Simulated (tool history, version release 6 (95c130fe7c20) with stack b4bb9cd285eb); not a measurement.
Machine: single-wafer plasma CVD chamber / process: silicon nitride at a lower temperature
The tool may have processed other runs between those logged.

| run | hour | heater temperature setpoint (deg C) | chamber pressure (mTorr) | RF power (kW) | deposition time (s) | mean film thickness on the monitor wafer (nm) |
|---|---|---|---|---|---|---|
| 1 | 0.0 | 365 | 1720 | 0.320 | 31.8 | 40.298 |
| 2 | 0.6 | 365 | 1470 | 0.320 | 31.8 | 38.345 |
| 3 | 6.7 | 357 | 1470 | 0.320 | 31.8 | 38.406 |
| 4 | 7.8 | 357 | 1470 | 0.320 | 32.9 | 39.889 |
| 5 | 14.9 | 357 | 1380 | 0.310 | 32.9 | 38.750 |
| 6 | 19.9 | 357 | 1310 | 0.295 | 32.9 | 37.223 |
| 7 | 21.0 | 357 | 1250 | 0.285 | 32.9 | 36.192 |

What does the tool deliver on the next run?
| 8 | 28.7 | 357 | 1210 | 0.280 | 32.9 | ? |

{"run 8": {"mean film thickness on the monitor wafer (nm)": 35.566}}

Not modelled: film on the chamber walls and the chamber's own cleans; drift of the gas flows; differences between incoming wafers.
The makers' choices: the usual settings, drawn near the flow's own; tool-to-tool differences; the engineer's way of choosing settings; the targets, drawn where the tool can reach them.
